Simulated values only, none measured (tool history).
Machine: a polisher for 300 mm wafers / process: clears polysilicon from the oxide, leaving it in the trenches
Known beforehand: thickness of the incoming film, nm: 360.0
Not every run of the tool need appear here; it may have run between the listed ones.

run    day  flow of slurry (ml/min)  pressure of the wafer on the pad (psi)  speed of the pad under the wafer (cm/s)  overpolish time after the end point (s)  time until the end point was called (s)  dishing of a wide line in a test structure (nm)
  1      0                      245                                     2.1                                      108                                        9                                   31.149                                           39.636
  2  0.329                      245                                     2.1                                      108                                       12                                   30.749                                           41.577
  3  0.604                      195                                     2.1                                      108                                       12                                   31.969                                           40.395
  4  0.633                      195                                     2.1                                      126                                       12                                    28.41                                            40.95
      0.85  -- worn pad replaced by a new one
  5   0.85                      230                                     2.1                                      126                                       12                                   25.832                                           42.179
  6  1.021                      230                                     2.1                                      126                                       15                                   25.486                                           42.846

Estimate the outcome of run 7 from the log above:
  7  1.083                      240                                     2.2                                      126                                       11                                        ?                                                ?

Run 7 gave time until the end point was called (s) 23.746, dishing of a wide line in a test structure (nm) 41.25.
